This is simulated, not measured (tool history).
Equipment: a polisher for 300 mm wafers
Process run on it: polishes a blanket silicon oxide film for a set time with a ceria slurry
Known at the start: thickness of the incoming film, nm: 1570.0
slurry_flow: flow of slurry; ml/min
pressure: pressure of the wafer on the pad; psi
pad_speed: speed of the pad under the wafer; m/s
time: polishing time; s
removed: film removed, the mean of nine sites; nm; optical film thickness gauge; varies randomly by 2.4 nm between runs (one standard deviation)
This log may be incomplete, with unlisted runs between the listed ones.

run  hour  slurry_flow  pressure  pad_speed  time  removed
  1   0.0          265       3.4       1.22    39   251.54
  2   6.3          265       3.2       1.22    39   233.56
  3  13.1          265       3.2       1.22    39   229.09
  4  16.4          265       3.1       1.22    39   221.32
  5  17.7          265       3.1       1.22    39   229.03
  6  26.4          265       3.1       1.38    39   253.70
  7  32.1          265       3.0       1.38    39   251.21
  8  34.6          265       2.9       1.38    39   245.13
  9  42.6          265       2.9       1.38    39   233.64

For run 10, what comes out?
 10  45.1          265       1.9       1.36    39        ?

{"run 10": {"removed": 155.93}}
